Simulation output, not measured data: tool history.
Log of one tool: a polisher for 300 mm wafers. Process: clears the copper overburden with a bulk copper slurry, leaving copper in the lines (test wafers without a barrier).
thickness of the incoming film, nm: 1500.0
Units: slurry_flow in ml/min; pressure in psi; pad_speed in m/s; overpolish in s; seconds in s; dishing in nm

| run | day | slurry_flow | pressure | pad_speed | slurry_solids | overpolish | seconds | dishing |
|---|---|---|---|---|---|---|---|---|
| 1 | 0 | 165 | 2.7 | 1.14 | 1 | 21 | 165.64 | 75.413 |
| 2 | 0.238 | 165 | 3 | 1.14 | 1 | 21 | 152.76 | 81.765 |
| 3 | 0.6 | 165 | 2.9 | 1.14 | 1 | 20 | 160.75 | 80.031 |
| 4 | 0.683 | 165 | 2.9 | 0.96 | 1 | 20 | 184.94 | 71.382 |
| 5 | 0.821 | 165 | 2.9 | 0.74 | 1 | 20 | 238.98 | 61.948 |
| 6 | 1.017 | 165 | 2.9 | 0.58 | 1 | 20 | 299.97 | 53.975 |
| 7 | 1.175 | 165 | 3.1 | 0.58 | 1 | 19 | 285.3 | 52.666 |
| 8 | 1.496 | 165 | 3.3 | 0.6 | 1 | 19 | 252.37 | 57.162 |
| 9 | 1.658 | 165 | 3.4 | 0.6 | 1 | 18 | 249.19 | 57.061 |
| 10 | 1.821 | 165 | 3.5 | 0.6 | 1 | 17 | 236.32 | 57.13 |
| 11 | 2.179 | 165 | 3.6 | 0.6 | 1 | 16 | 235.82 | 55.97 |

The next listed run, before its measurement:
| 12 | 2.358 | 165 | 3.7 | 0.62 | 1 | 16 | ? | ? |

Run 12 gave seconds 223.26 s, dishing 56.062 nm.
